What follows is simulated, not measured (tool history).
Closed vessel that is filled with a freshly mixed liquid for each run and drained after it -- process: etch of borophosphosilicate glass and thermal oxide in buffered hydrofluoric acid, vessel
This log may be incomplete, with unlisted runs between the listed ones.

| run | hour | temperature setpoint of the liquid (C) | parts of 40 % ammonium fluoride to one part of 49 % hydrofluoric acid (parts by volume) | time in the liquid (s) | thickness taken off the borophosphosilicate glass on a monitor wafer (angstrom) | thickness taken off the thermal oxide on a monitor wafer (angstrom) |
|---|---|---|---|---|---|---|
| 1 | 0.0 | 23.0 | 21.5 | 60 | 457.61 | 305.34 |
| 2 | 5.2 | 24.5 | 21.5 | 60 | 496.70 | 332.40 |
| 3 | 11.7 | 24.5 | 21.5 | 45 | 368.80 | 249.80 |
| 4 | 18.6 | 24.5 | 21.5 | 70 | 575.82 | 384.85 |
| 5 | 27.3 | 23.0 | 23.0 | 70 | 509.70 | 341.54 |
| 6 | 35.1 | 22.0 | 23.0 | 70 | 481.16 | 322.01 |
| 7 | 41.1 | 21.0 | 24.0 | 70 | 441.44 | 295.06 |
| 8 | 41.8 | 20.0 | 25.0 | 70 | 408.26 | 272.07 |
| 9 | 49.1 | 19.5 | 26.0 | 70 | 384.21 | 256.72 |
| 10 | 55.4 | 19.0 | 27.0 | 70 | 365.50 | 244.80 |
| 11 | 63.1 | 18.5 | 27.5 | 70 | 349.98 | 233.32 |
| 12 | 69.3 | 18.0 | 28.0 | 70 | 340.55 | 224.75 |
| 13 | 77.9 | 18.0 | 28.5 | 70 | 331.65 | 222.07 |
| 14 | 82.7 | 18.0 | 29.0 | 70 | 327.11 | 218.17 |
| 15 | 89.1 | 17.5 | 29.5 | 70 | 313.47 | 209.44 |
| 16 | 90.1 | 17.0 | 30.0 | 70 | 301.20 | 201.22 |
| 17 | 94.4 | 17.0 | 29.5 | 70 | 310.66 | 204.98 |

What will run 18 give?
| 18 | 102.8 | 17.0 | 30.0 | 70 | ? | ? |

{"run 18": {"thickness taken off the borophosphosilicate glass on a monitor wafer (angstrom)": 302.51, "thickness taken off the thermal oxide on a monitor wafer (angstrom)": 202.49}}
